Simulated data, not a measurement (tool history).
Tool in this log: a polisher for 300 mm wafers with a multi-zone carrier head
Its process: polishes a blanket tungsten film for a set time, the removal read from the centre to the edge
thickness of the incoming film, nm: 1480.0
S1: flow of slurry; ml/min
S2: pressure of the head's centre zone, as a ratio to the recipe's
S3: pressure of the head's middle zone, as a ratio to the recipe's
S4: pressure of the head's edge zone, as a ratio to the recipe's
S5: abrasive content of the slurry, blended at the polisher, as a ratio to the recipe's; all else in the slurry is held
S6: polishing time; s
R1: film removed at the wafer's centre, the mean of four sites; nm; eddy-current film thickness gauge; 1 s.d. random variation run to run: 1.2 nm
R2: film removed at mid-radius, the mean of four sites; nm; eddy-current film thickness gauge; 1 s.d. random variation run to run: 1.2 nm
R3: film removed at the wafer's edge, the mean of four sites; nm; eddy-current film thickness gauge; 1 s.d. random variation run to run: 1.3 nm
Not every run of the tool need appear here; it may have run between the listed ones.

run 1 day=0.000 | S1=225 S2=1.00 S3=1.00 S4=1.00 S5=1.00 S6=42 | R1=182.30 R2=183.06 R3=185.61
run 2 day=0.329 | S1=215 S2=1.01 S3=0.94 S4=0.98 S5=0.85 S6=40 | R1=168.15 R2=158.98 R3=166.92
run 3 day=0.654 | S1=200 S2=1.02 S3=0.90 S4=0.99 S5=0.75 S6=39 | R1=158.18 R2=144.84 R3=157.44
run 4 day=0.742 | S1=200 S2=1.02 S3=0.90 S4=0.92 S5=0.75 S6=39 | R1=157.48 R2=142.05 R3=155.48
run 5 day=0.942 | S1=200 S2=1.02 S3=0.82 S4=0.92 S5=0.75 S6=39 | R1=160.25 R2=132.62 R3=154.96
run 6 day=1.308 | S1=200 S2=1.02 S3=0.82 S4=0.88 S5=0.75 S6=39 | R1=159.11 R2=132.88 R3=152.70
run 7 day=1.521 | S1=160 S2=1.04 S3=0.81 S4=0.91 S5=0.50 S6=37 | R1=131.74 R2=109.28 R3=129.28
-- day=1.700 slurry nozzle cleaned
run 8 day=1.700 | S1=225 S2=1.07 S3=0.82 S4=0.94 S5=0.55 S6=37 | R1=156.40 R2=121.36 R3=142.17
run 9 day=1.983 | S1=215 S2=1.06 S3=0.82 S4=0.94 S5=0.55 S6=37 | R1=151.91 R2=123.46 R3=141.25
run 10 day=2.025 | S1=205 S2=1.06 S3=0.82 S4=0.95 S5=0.55 S6=37 | R1=153.54 R2=121.77 R3=142.13
run 11 day=2.392 | S1=195 S2=1.06 S3=0.82 S4=0.95 S5=0.55 S6=37 | R1=152.36 R2=120.38 R3=143.45
run 12 day=2.467 | S1=190 S2=1.06 S3=0.82 S4=0.94 S5=0.55 S6=37 | R1=152.65 R2=123.01 R3=139.24

The next listed run, before its measurement:
run 13 day=2.600 | S1=170 S2=1.04 S3=0.81 S4=0.98 S5=0.50 S6=36 | R1=? R2=? R3=?

{"run 13": {"R1": 136.08, "R2": 113.74, "R3": 133.44}}

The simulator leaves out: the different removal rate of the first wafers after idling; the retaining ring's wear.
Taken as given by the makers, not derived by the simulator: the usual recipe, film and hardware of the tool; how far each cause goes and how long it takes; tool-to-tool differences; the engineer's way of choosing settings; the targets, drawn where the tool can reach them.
